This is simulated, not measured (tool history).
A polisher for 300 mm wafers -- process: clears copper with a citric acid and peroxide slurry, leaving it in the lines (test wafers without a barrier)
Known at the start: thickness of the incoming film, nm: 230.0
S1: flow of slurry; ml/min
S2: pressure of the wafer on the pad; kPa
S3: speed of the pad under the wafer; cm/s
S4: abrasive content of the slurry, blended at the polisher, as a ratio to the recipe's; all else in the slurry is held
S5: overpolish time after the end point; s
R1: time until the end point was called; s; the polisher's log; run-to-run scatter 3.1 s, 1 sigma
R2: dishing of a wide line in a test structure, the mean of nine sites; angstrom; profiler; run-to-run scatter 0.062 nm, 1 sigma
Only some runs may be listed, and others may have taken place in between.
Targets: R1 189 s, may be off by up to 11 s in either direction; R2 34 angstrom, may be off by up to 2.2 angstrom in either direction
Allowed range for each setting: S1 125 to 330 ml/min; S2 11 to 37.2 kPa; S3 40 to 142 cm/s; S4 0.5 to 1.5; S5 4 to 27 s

run	day	S1	S2	S3	S4	S5	R1	R2
1	0	210	24.1	90	1	14	118.42	145.09
2	0.142	210	24.1	90	0.95	14	116.64	139.58
3	0.196	205	20.7	86	0.85	11	146.93	104.06
4	0.379	205	24.1	86	0.85	11	125.73	116.49
5	0.65	240	20.7	84	0.75	9	152.34	85.822
6	0.7	240	20.7	68	0.75	9	172.93	77.634
7	0.908	265	20.7	60	0.7	8	180.13	64.001
8	1.075	285	20.7	54	0.65	7	192.47	55.811
9	1.217	295	21.4	50	0.6	6	203.39	46.001
10	1.358	305	22.8	48	0.55	5	207.53	40.844

Of the 4 settings listed for the next run, only one would bring every result within its allowed miss of target. Which one?
A	1.5	270	25.5	54	0.5	6	?	?
B	1.5	305	22.1	50	0.5	4	?	?
C	1.5	325	27.6	40	0.5	4	?	?
D	1.5	315	19.3	48	0.6	4	?	?

move	R1	R2
A	179.75	52.863
B	211.75	31.246
C	186.44	35.239
D	227.06	29.244
A: further off than the last run
B: takes the result that was furthest off past its target
C: hits every target within its allowed miss
D: takes the result that was furthest off past its target
Answer: C
